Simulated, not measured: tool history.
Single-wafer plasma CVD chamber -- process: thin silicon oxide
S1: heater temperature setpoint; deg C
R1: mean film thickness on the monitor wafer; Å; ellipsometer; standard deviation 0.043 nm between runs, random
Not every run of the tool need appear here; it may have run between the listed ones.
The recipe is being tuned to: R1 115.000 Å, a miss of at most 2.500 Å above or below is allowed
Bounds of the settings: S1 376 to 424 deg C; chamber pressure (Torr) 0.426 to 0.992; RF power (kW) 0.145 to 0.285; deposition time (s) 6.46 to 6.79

run 1 hour=0.0 | S1=400 chamber_pressure_(Torr)=0.709 RF_power_(kW)=0.215 deposition_time_(s)=6.79 | R1=100.370
run 2 hour=4.7 | S1=400 chamber_pressure_(Torr)=0.725 RF_power_(kW)=0.215 deposition_time_(s)=6.79 | R1=102.700
run 3 hour=6.1 | S1=400 chamber_pressure_(Torr)=0.739 RF_power_(kW)=0.215 deposition_time_(s)=6.79 | R1=104.560
run 4 hour=7.0 | S1=400 chamber_pressure_(Torr)=0.751 RF_power_(kW)=0.215 deposition_time_(s)=6.79 | R1=106.120
run 5 hour=10.0 | S1=400 chamber_pressure_(Torr)=0.751 RF_power_(kW)=0.185 deposition_time_(s)=6.79 | R1=100.500
run 6 hour=14.5 | S1=400 chamber_pressure_(Torr)=0.656 RF_power_(kW)=0.185 deposition_time_(s)=6.79 | R1=88.378
run 7 hour=19.2 | S1=400 chamber_pressure_(Torr)=0.690 RF_power_(kW)=0.185 deposition_time_(s)=6.79 | R1=93.104
run 8 hour=23.4 | S1=400 chamber_pressure_(Torr)=0.690 RF_power_(kW)=0.185 deposition_time_(s)=6.79 | R1=93.333
run 9 hour=28.1 | S1=400 chamber_pressure_(Torr)=0.717 RF_power_(kW)=0.185 deposition_time_(s)=6.79 | R1=95.381

Below are 4 possible settings for the next run. Only one of them brings all results inside the allowed miss of their targets. Which is it?
run A hour=32.8 | S1=386 chamber_pressure_(Torr)=0.859 RF_power_(kW)=0.225 deposition_time_(s)=6.79 | R1=?
run B hour=32.8 | S1=395 chamber_pressure_(Torr)=0.563 RF_power_(kW)=0.175 deposition_time_(s)=6.46 | R1=?
run C hour=32.8 | S1=399 chamber_pressure_(Torr)=0.865 RF_power_(kW)=0.190 deposition_time_(s)=6.79 | R1=?
run D hour=32.8 | S1=399 chamber_pressure_(Torr)=0.668 RF_power_(kW)=0.175 deposition_time_(s)=6.46 | R1=?

move=A R1=122.080
move=B R1=71.797
move=C R1=114.230
move=D R1=84.084
A: takes the biggest miss from the last run beyond its target
B: further off than the last run
C: meets every target
D: further off than the last run
Answer: C

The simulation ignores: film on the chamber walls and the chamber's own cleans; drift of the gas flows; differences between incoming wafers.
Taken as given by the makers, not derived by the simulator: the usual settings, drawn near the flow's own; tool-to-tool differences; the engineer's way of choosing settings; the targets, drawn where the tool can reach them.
